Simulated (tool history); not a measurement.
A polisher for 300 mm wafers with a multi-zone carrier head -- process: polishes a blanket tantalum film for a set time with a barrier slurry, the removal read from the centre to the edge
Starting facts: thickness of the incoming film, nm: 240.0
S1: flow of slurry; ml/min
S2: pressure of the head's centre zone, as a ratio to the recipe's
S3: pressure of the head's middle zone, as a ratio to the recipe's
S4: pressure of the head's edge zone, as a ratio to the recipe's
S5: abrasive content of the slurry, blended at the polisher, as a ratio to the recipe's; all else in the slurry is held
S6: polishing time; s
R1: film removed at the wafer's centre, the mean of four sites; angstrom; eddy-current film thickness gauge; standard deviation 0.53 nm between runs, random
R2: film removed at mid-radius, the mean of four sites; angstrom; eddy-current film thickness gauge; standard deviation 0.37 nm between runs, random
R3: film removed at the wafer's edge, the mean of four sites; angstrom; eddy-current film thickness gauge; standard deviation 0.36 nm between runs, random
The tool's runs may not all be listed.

{"run": 1, "hour": 0.0, "S1": 155, "S2": 1, "S3": 1, "S4": 1, "S5": 1, "S6": 41, "R1": 670.32, "R2": 637.23, "R3": 626.89}
{"run": 2, "hour": 3.9, "S1": 155, "S2": 1, "S3": 1, "S4": 1, "S5": 1, "S6": 44, "R1": 711.46, "R2": 675.28, "R3": 671.8}
{"run": 3, "hour": 10.5, "S1": 155, "S2": 0.92, "S3": 1, "S4": 1, "S5": 1, "S6": 44, "R1": 663.91, "R2": 670.5, "R3": 672.23}
{"run": 4, "hour": 14.7, "S1": 145, "S2": 0.92, "S3": 0.95, "S4": 0.95, "S5": 0.85, "S6": 44, "R1": 608.02, "R2": 596.54, "R3": 615.01}
{"run": 5, "hour": 19.3, "S1": 140, "S2": 0.93, "S3": 0.92, "S4": 0.91, "S5": 0.75, "S6": 44, "R1": 595.09, "R2": 563.03, "R3": 567.4}
{"run": 6, "hour": 23.1, "S1": 130, "S2": 0.92, "S3": 0.88, "S4": 0.89, "S5": 0.75, "S6": 44, "R1": 572.34, "R2": 529.39, "R3": 557.85}

The next listed run, before its measurement:
{"run": 7, "hour": 25.3, "S1": 105, "S2": 0.93, "S3": 0.83, "S4": 0.81, "S5": 0.6, "S6": 44, "R1": "?", "R2": "?", "R3": "?"}

{"run 7": {"R1": 497.28, "R2": 434.67, "R3": 462.76}}
